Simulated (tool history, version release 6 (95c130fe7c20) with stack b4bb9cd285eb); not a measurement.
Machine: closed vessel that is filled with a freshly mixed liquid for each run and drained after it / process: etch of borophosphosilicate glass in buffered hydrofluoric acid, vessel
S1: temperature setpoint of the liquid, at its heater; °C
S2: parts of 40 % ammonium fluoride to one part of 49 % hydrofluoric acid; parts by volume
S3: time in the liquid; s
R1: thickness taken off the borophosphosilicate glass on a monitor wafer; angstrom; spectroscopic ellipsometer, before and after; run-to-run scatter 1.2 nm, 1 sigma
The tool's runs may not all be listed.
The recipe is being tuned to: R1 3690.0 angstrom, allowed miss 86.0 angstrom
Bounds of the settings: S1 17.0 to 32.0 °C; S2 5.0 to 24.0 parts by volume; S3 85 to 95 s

{"run": 1, "hour": 0.0, "S1": 24.0, "S2": 14.5, "S3": 85, "R1": 2596.3}
{"run": 2, "hour": 2.2, "S1": 25.0, "S2": 14.5, "S3": 85, "R1": 2738.9}
{"run": 3, "hour": 10.0, "S1": 25.0, "S2": 17.5, "S3": 85, "R1": 2291.1}
{"run": 4, "hour": 14.5, "S1": 25.0, "S2": 17.5, "S3": 95, "R1": 2539.0}
{"run": 5, "hour": 19.6, "S1": 25.0, "S2": 17.5, "S3": 85, "R1": 2272.9}
{"run": 6, "hour": 20.4, "S1": 26.0, "S2": 17.5, "S3": 85, "R1": 2394.2}
{"run": 7, "hour": 22.5, "S1": 27.0, "S2": 17.5, "S3": 85, "R1": 2547.0}
{"run": 8, "hour": 29.7, "S1": 31.0, "S2": 16.0, "S3": 85, "R1": 3422.5}
{"run": 9, "hour": 36.8, "S1": 31.5, "S2": 16.0, "S3": 85, "R1": 3526.8}
{"hour": 39.1, "done": "hydrofluoric acid flow meter replaced"}
{"run": 10, "hour": 39.1, "S1": 32.0, "S2": 16.0, "S3": 85, "R1": 3253.4}
{"run": 11, "hour": 42.1, "S1": 32.0, "S2": 15.5, "S3": 85, "R1": 3351.5}
{"run": 12, "hour": 44.4, "S1": 32.0, "S2": 15.0, "S3": 85, "R1": 3462.5}

Exercise: of the 5 proposed moves below, exactly one satisfies all targets within the stated allowed misses. Which move is it?
{"run": "A", "hour": 46.7, "S1": 30.0, "S2": 15.0, "S3": 90, "R1": "?"}
{"run": "B", "hour": 46.7, "S1": 30.5, "S2": 14.5, "S3": 85, "R1": "?"}
{"run": "C", "hour": 46.7, "S1": 30.5, "S2": 13.5, "S3": 85, "R1": "?"}
{"run": "D", "hour": 46.7, "S1": 32.0, "S2": 15.0, "S3": 90, "R1": "?"}
{"run": "E", "hour": 46.7, "S1": 30.0, "S2": 13.5, "S3": 95, "R1": "?"}

move=A R1=3304.2
move=B R1=3311.6
move=C R1=3552.5
move=D R1=3665.2
move=E R1=3868.5
A: misses by more than the last run did
B: misses by more than the last run did
C: better than the last run, though not everything is in spec
D: every result lands within tolerance
E: pushes the last run's worst result past its target
D is the move that brings every result within its allowed miss.
